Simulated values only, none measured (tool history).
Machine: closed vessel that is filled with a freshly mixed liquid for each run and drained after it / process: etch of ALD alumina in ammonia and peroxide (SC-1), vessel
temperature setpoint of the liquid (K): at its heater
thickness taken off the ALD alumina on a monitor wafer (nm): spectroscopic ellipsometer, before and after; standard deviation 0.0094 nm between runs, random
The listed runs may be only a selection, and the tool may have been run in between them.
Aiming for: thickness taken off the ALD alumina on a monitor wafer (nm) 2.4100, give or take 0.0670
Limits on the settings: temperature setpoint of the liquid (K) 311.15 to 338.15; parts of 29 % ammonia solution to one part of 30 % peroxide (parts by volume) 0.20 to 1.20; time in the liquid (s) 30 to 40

run,hour,temperature setpoint of the liquid (K),parts of 29 % ammonia solution to one part of 30 % peroxide (parts by volume),time in the liquid (s),thickness taken off the ALD alumina on a monitor wafer (nm)
1,0.0,322.15,1.00,40,1.6467
2,3.1,322.15,1.20,40,1.6741
3,7.7,322.15,1.20,40,1.6797
4,11.1,322.15,0.90,40,1.6276
# hour 16.3: new drum of ammonia solution connected
5,16.3,322.15,0.90,40,1.6462
6,22.0,322.15,0.90,40,1.6446
7,24.3,323.15,0.90,40,1.7439
8,28.1,324.15,0.90,40,1.8407
9,29.1,325.15,0.90,40,1.9363
10,31.3,325.65,0.90,40,1.9977
11,35.7,326.15,0.90,40,2.0467
12,41.1,326.65,0.90,40,2.1050
13,49.2,327.15,0.90,40,2.1648
14,55.5,327.65,0.90,40,2.2133
15,63.2,327.65,0.90,40,2.1996

Of the 5 settings listed for the next run, only one would bring every result within its allowed miss of target. Which one?
A,70.9,330.15,1.20,40,?
B,70.9,330.65,0.40,40,?
C,70.9,330.65,0.85,40,?
D,70.9,330.15,0.85,40,?
E,70.9,330.65,0.90,40,?

move,thickness taken off the ALD alumina on a monitor wafer (nm)
A,2.5847
B,2.3910
C,2.5678
D,2.5015
E,2.5817
A: takes the result that was furthest off past its target
B: meets every target
C: takes the result that was furthest off past its target
D: takes the result that was furthest off past its target
E: takes the result that was furthest off past its target
The right move is B.

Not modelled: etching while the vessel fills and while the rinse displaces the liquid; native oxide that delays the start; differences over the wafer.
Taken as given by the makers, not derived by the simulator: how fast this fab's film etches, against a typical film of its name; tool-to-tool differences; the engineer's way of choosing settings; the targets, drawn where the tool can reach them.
